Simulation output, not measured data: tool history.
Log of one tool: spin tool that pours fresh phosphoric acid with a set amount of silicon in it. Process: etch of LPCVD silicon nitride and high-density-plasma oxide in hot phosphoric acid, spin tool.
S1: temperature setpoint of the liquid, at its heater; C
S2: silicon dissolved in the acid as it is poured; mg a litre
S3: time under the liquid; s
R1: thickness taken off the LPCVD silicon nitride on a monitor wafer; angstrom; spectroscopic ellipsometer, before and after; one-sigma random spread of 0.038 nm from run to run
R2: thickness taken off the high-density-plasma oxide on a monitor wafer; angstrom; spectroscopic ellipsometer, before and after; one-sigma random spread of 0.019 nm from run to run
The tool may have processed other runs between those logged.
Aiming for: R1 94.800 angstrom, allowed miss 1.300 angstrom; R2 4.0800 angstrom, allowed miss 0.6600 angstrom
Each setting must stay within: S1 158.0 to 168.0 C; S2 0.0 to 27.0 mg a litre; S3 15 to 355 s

run  hour     S1    S2   S3       R1      R2
  1   0.0  163.0  12.0  180  168.830  6.2734
  2   8.2  164.5  12.0  180  177.540  6.3011
  3  14.8  164.5   8.0  180  178.440  7.4223
  4  23.4  164.5   8.0  115  113.320  4.5587
  5  31.2  163.5   7.5  115  109.720  4.1352
  6  39.5  163.0   6.0  115  108.850  4.5008
     46.7  -- thermometer replaced
  7  46.7  162.0   5.5  115  108.710  4.1538
  8  53.5  162.0   4.5  110  103.490  4.8508
  9  58.5  161.5   5.0  110  101.980  4.1560
 10  62.0  161.0   4.5  110  101.210  4.1187
 11  69.6  160.5   3.5  110   99.417  4.2107
 12  74.4  160.0   3.0  110   96.811  3.7462
 13  75.3  160.0   2.5  110   97.952  3.7330
 14  80.0  160.0   2.5  110   97.685  4.0834
 15  85.4  160.0   2.0  110   97.193  4.1006
 16  90.6  160.0   1.5  110   97.062  3.7755

4 candidate next runs follow, results not yet known. Just one meets every target within its allowed miss. Identify it.
  A  95.8  167.5   0.0   85   ?   ?
  B  95.8  160.5   0.0  105   ?   ?
  C  95.8  159.0  13.5  110   ?   ?
  D  95.8  161.5   4.5  105   ?   ?

move      R1      R2
   A  96.806  5.7851
   B  94.934  4.2945
   C  94.563  3.0372
   D  98.162  4.2449
A: lands further from the targets than the last run did
B: all results land within tolerance of their targets
C: meets the target for the result that was furthest off, but another lies outside its allowed miss
D: lands further from the targets than the last run did
B is the move that brings every result within its allowed miss.
